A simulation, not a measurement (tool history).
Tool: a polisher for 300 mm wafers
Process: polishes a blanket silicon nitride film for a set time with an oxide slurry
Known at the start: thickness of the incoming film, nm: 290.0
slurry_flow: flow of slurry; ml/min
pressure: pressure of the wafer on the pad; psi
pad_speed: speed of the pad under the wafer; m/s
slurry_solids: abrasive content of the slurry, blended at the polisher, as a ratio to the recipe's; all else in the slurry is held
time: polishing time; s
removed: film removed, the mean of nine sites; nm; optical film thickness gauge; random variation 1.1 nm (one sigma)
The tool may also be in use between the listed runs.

| run | hour | slurry_flow | pressure | pad_speed | slurry_solids | time | removed |
|---|---|---|---|---|---|---|---|
| 1 | 0 | 300 | 4.1 | 1.02 | 1 | 103 | 66.126 |
| 2 | 7.8 | 300 | 4.4 | 1.02 | 1 | 103 | 70.542 |
| 3 | 13 | 300 | 3.4 | 1.02 | 1 | 103 | 53.348 |
| 4 | 16.8 | 300 | 3.4 | 0.92 | 1 | 103 | 51.266 |
| 5 | 22.2 | 300 | 2.9 | 0.92 | 1 | 103 | 43.675 |
| 6 | 28.1 | 300 | 3.6 | 0.94 | 1 | 103 | 54.53 |
| 7 | 33.7 | 300 | 4.1 | 0.96 | 1 | 103 | 62.565 |
| 8 | 37.8 | 300 | 4.4 | 0.96 | 1 | 103 | 67.79 |
| 9 | 46.7 | 300 | 4.6 | 0.96 | 1 | 103 | 70.882 |

Forecast run 10:
| 10 | 49.7 | 300 | 4.8 | 0.96 | 1 | 103 | ? |

Run 10 gave removed 73.451 nm.

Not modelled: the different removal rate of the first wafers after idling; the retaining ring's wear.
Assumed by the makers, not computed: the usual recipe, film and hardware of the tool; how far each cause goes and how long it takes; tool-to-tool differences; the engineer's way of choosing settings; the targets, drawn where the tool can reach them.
